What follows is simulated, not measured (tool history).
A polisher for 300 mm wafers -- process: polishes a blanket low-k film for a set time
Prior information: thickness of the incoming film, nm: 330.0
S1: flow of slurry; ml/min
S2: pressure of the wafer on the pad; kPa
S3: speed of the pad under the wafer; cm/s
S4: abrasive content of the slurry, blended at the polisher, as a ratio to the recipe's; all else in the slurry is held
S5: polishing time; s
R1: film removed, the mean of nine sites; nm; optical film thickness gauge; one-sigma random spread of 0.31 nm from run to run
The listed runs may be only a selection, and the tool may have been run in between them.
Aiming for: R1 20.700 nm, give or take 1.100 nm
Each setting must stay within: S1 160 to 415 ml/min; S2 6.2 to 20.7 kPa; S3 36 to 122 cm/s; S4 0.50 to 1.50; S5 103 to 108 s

{"run": 1, "hour": 0.0, "S1": 265, "S2": 13.1, "S3": 78, "S4": 1.0, "S5": 103, "R1": 37.447}
{"run": 2, "hour": 7.5, "S1": 265, "S2": 14.5, "S3": 78, "S4": 1.0, "S5": 103, "R1": 42.491}
{"run": 3, "hour": 10.7, "S1": 300, "S2": 14.5, "S3": 78, "S4": 1.0, "S5": 103, "R1": 40.753}
{"run": 4, "hour": 18.2, "S1": 300, "S2": 14.5, "S3": 78, "S4": 1.0, "S5": 108, "R1": 43.191}
{"run": 5, "hour": 25.4, "S1": 300, "S2": 13.1, "S3": 76, "S4": 1.0, "S5": 108, "R1": 39.479}
{"hour": 30.0, "done": "worn pad replaced by a new one"}
{"run": 6, "hour": 30.0, "S1": 300, "S2": 11.7, "S3": 72, "S4": 1.0, "S5": 108, "R1": 38.383}
{"run": 7, "hour": 38.2, "S1": 295, "S2": 10.3, "S3": 66, "S4": 0.9, "S5": 107, "R1": 30.282}
{"run": 8, "hour": 43.5, "S1": 295, "S2": 9.7, "S3": 62, "S4": 0.9, "S5": 107, "R1": 26.425}

Which of these 4 next moves meets every target?
{"run": "A", "hour": 48.8, "S1": 300, "S2": 9.0, "S3": 56, "S4": 0.95, "S5": 107, "R1": "?"}
{"run": "B", "hour": 48.8, "S1": 220, "S2": 9.0, "S3": 72, "S4": 1.35, "S5": 108, "R1": "?"}
{"run": "C", "hour": 48.8, "S1": 325, "S2": 11.0, "S3": 56, "S4": 1.15, "S5": 105, "R1": "?"}
{"run": "D", "hour": 48.8, "S1": 300, "S2": 7.6, "S3": 64, "S4": 0.75, "S5": 104, "R1": "?"}

move=A R1=23.491
move=B R1=31.702
move=C R1=29.776
move=D R1=20.197
A: moves toward the targets from the last run without getting all of them in spec
B: further off than the last run
C: further off than the last run
D: each result inside its tolerance
Answer: D

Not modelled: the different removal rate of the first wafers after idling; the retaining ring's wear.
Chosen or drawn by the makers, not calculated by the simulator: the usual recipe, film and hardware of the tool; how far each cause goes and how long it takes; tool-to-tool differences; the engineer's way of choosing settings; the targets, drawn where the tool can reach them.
